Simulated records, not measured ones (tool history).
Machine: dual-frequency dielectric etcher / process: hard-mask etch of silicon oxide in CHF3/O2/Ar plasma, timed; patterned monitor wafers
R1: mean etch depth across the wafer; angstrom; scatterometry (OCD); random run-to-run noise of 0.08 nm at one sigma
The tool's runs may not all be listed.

run 1 hour=0 | source_power_(kW)=0.69 bias_power_(kW)=0.196 etch_time_(s)=16.5 | R1=334.9
run 2 hour=6.9 | source_power_(kW)=0.65 bias_power_(kW)=0.194 etch_time_(s)=16.5 | R1=327.73
run 3 hour=11.3 | source_power_(kW)=0.65 bias_power_(kW)=0.194 etch_time_(s)=15.5 | R1=308.16
run 4 hour=12.1 | source_power_(kW)=0.65 bias_power_(kW)=0.194 etch_time_(s)=16.5 | R1=328.18
run 5 hour=19.3 | source_power_(kW)=0.61 bias_power_(kW)=0.191 etch_time_(s)=16.5 | R1=321.62
run 6 hour=21.7 | source_power_(kW)=0.59 bias_power_(kW)=0.186 etch_time_(s)=16.5 | R1=315.55

Estimate the outcome of run 7 from the log above:
run 7 hour=26.2 | source_power_(kW)=0.57 bias_power_(kW)=0.183 etch_time_(s)=16.5 | R1=?

{"run 7": {"R1": 312.25}}

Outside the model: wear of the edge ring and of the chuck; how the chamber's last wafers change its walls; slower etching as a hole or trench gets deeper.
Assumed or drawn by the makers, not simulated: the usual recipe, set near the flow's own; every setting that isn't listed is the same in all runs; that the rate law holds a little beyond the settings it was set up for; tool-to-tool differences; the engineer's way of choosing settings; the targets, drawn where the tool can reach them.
